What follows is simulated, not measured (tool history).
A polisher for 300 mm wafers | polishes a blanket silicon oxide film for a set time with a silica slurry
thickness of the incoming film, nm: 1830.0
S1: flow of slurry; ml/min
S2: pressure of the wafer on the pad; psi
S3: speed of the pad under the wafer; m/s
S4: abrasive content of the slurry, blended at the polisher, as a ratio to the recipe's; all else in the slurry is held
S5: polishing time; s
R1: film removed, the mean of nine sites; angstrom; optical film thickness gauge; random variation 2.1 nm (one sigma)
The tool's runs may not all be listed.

run 1 day=0 | S1=205 S2=4.5 S3=1.1 S4=1 S5=120 | R1=3613.5
run 2 day=0.171 | S1=205 S2=4.5 S3=1.1 S4=1.2 S5=120 | R1=3867.7
run 3 day=0.288 | S1=205 S2=5.1 S3=1.1 S4=1.2 S5=120 | R1=4391.9
run 4 day=0.521 | S1=205 S2=5.1 S3=1.1 S4=1.2 S5=120 | R1=4381.4
run 5 day=0.7 | S1=200 S2=4.8 S3=1.1 S4=1.2 S5=120 | R1=4112.5
run 6 day=0.762 | S1=200 S2=4.6 S3=1.1 S4=1.2 S5=120 | R1=3924.9
run 7 day=0.821 | S1=180 S2=3.4 S3=1.1 S4=1.2 S5=120 | R1=2875.1
run 8 day=0.875 | S1=185 S2=3.4 S3=1.1 S4=1.2 S5=120 | R1=2932.6
run 9 day=1.025 | S1=190 S2=3.4 S3=1.1 S4=1.2 S5=120 | R1=2909.3
run 10 day=1.292 | S1=195 S2=3.4 S3=1.1 S4=1.2 S5=120 | R1=2940.9
run 11 day=1.438 | S1=200 S2=3.4 S3=1.1 S4=1.2 S5=120 | R1=2982.4
run 12 day=1.538 | S1=205 S2=3.4 S3=1.1 S4=1.2 S5=120 | R1=2955.6

The next listed run, before its measurement:
run 13 day=1.9 | S1=210 S2=3.4 S3=1.1 S4=1.2 S5=120 | R1=?

Run 13 gave R1 2971.3 angstrom.
